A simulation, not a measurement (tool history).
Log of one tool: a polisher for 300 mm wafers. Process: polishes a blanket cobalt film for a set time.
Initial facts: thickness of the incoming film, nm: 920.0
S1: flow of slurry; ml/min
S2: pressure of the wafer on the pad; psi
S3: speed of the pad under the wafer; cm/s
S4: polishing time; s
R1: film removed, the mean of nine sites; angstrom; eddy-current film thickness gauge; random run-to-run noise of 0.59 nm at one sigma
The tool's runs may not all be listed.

run    day   S1   S2   S3  S4       R1
  1  0.000  270  2.3   92  48  1982.10
  2  0.075  265  2.0   88  48  1660.60
  3  0.171  210  2.0   88  48  1604.10
  4  0.471  210  2.5   88  48  1995.20
  5  0.733  210  2.5  100  48  2246.00
     0.950  -- slurry nozzle cleaned
  6  0.950  210  2.9  100  48  2734.80
  7  1.258  200  2.4   96  48  2170.30
  8  1.333  190  1.8   70  48  1193.30
  9  1.633  190  1.7   70  48  1123.70
 10  1.883  185  1.6   70  48  1055.70

Run 11, settings as shown, results not yet in. Your forecast:
 11  2.162  180  1.5  70  48   ?

Run 11 gave R1 987.74 angstrom.
